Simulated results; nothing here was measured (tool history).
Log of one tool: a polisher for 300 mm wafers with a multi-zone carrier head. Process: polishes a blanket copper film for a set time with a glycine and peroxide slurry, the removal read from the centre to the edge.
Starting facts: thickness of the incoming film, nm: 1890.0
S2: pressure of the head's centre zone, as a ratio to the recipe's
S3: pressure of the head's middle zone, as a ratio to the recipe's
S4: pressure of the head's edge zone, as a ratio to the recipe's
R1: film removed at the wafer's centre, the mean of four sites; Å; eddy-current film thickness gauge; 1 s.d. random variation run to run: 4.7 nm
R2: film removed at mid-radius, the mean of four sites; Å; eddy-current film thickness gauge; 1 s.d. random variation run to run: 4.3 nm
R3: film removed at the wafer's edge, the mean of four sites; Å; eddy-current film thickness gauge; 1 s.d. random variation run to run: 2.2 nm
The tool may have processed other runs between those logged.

Run 1, hour 0: flow of slurry (ml/min) 290, S2 1, S3 1, S4 1, polishing time (s) 72. Result: R1 2979 Å, R2 3082.9 Å, R3 3124.4 Å.
Run 2, hour 5: flow of slurry (ml/min) 290, S2 1, S3 1, S4 1.03, polishing time (s) 72. Result: R1 3034.7 Å, R2 3005.6 Å, R3 3130.5 Å.
Run 3, hour 11.8: flow of slurry (ml/min) 295, S2 0.99, S3 1.02, S4 1.04, polishing time (s) 73. Result: R1 3066.2 Å, R2 3155.5 Å, R3 3185 Å.
Run 4, hour 17.3: flow of slurry (ml/min) 295, S2 0.99, S3 1.02, S4 1.04, polishing time (s) 60. Result: R1 2507 Å, R2 2657.3 Å, R3 2630.7 Å.
Run 5, hour 24.3: flow of slurry (ml/min) 295, S2 0.99, S3 0.96, S4 1.04, polishing time (s) 60. Result: R1 2533.4 Å, R2 2516.1 Å, R3 2644.4 Å.
At hour 27.1: slurry nozzle cleaned.
Run 6, hour 27.1: flow of slurry (ml/min) 295, S2 0.99, S3 0.96, S4 1.04, polishing time (s) 68. Result: R1 2954.3 Å, R2 2953.6 Å, R3 3116.3 Å.
Run 7, hour 28.2: flow of slurry (ml/min) 295, S2 0.99, S3 0.96, S4 1.04, polishing time (s) 68. Result: R1 3016.4 Å, R2 2962 Å, R3 3130.9 Å.
Run 8, hour 29.2: flow of slurry (ml/min) 320, S2 0.98, S3 0.98, S4 1.05, polishing time (s) 69. Result: R1 3083.8 Å, R2 3096.2 Å, R3 3174.8 Å.

Predict the results of run 9:
Run 9, hour 35.4: flow of slurry (ml/min) 335, S2 0.95, S3 0.98, S4 1.05, polishing time (s) 69. Result: R1 ?, R2 ?, R3 ?.

R1: 3001.6 Å
R2: 3137.4 Å
R3: 3188.9 Å

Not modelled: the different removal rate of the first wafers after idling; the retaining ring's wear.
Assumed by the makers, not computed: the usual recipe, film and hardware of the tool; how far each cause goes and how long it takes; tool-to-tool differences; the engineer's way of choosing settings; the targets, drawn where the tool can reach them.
